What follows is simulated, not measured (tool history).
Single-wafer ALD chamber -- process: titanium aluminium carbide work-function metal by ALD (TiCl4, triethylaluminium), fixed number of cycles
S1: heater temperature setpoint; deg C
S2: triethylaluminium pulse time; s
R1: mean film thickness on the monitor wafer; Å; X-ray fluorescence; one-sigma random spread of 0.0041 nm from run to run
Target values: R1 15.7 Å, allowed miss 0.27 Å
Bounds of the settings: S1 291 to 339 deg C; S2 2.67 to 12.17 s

{"run": 1, "hour": 0.0, "S1": 315, "S2": 7.42, "R1": 18.38}
{"run": 2, "hour": 8.4, "S1": 311, "S2": 7.42, "R1": 18.025}
{"run": 3, "hour": 12.6, "S1": 307, "S2": 6.96, "R1": 17.459}
{"run": 4, "hour": 13.2, "S1": 304, "S2": 6.63, "R1": 17.109}
{"run": 5, "hour": 21.6, "S1": 302, "S2": 6.32, "R1": 16.653}
{"run": 6, "hour": 22.4, "S1": 300, "S2": 6.21, "R1": 16.536}
{"run": 7, "hour": 26.9, "S1": 298, "S2": 6.07, "R1": 16.3}
{"run": 8, "hour": 27.5, "S1": 297, "S2": 5.98, "R1": 16.041}

5 next moves are on the table. One of them brings every result within its allowed miss. Which?
{"run": "A", "hour": 28.1, "S1": 292, "S2": 5.07, "R1": "?"}
{"run": "B", "hour": 28.1, "S1": 297, "S2": 6.77, "R1": "?"}
{"run": "C", "hour": 28.1, "S1": 302, "S2": 6.31, "R1": "?"}
{"run": "D", "hour": 28.1, "S1": 298, "S2": 5.44, "R1": "?"}
{"run": "E", "hour": 28.1, "S1": 291, "S2": 5.12, "R1": "?"}

move=A R1=15.01
move=B R1=16.531
move=C R1=16.684
move=D R1=15.77
move=E R1=14.975
A: carries the result that was furthest off beyond its target, to the other side
B: moves away from the targets compared with the last run
C: moves away from the targets compared with the last run
D: every result within its allowed miss
E: carries the result that was furthest off beyond its target, to the other side
D is the move that brings every result within its allowed miss.
